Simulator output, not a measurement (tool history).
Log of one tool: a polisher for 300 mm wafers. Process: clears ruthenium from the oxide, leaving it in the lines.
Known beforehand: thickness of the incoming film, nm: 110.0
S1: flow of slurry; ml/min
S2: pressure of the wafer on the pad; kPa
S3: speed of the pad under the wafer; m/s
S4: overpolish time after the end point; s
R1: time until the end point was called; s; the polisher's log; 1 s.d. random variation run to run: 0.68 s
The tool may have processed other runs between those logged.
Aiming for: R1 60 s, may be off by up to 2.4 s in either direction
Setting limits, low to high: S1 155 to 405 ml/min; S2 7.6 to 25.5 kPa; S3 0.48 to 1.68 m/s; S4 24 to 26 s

run    day   S1    S2    S3  S4      R1
  1      0  260  16.5  1.08  24  84.689
  2  0.179  260  13.1  1.08  24   100.8
  3  0.275  260  11.7  1.08  24  109.76
  4  0.621  260  11.7  1.08  24  110.47
  5  0.779  260  11.7  1.08  24  110.94
  6  0.983  260  10.3  1.08  24   119.6
  7  1.079  260  11.7  1.08  24  110.34
  8  1.292  260  13.1  1.08  24  100.05
  9   1.65  260  17.2  1.12  24  80.642
     1.858  -- slurry nozzle cleaned
 10  1.858  260  17.2  1.12  24  74.891

Which of these 5 next moves meets every target?
  A  2.067  330  14.5  1.08  24   ?
  B  2.067  275  14.5  1.18  24   ?
  C  2.067  255  18.6   1.2  24   ?
  D  2.067  230  18.6  1.24  26   ?
  E  2.067  205    20  1.28  24   ?

move      R1
   A  86.692
   B  81.376
   C  66.422
   D  65.272
   E  60.808
A: the biggest miss grows against the last run
B: the biggest miss grows against the last run
C: nearer the targets than the last run, but a result is still out of spec
D: nearer the targets than the last run, but a result is still out of spec
E: all results in spec
The right move is E.

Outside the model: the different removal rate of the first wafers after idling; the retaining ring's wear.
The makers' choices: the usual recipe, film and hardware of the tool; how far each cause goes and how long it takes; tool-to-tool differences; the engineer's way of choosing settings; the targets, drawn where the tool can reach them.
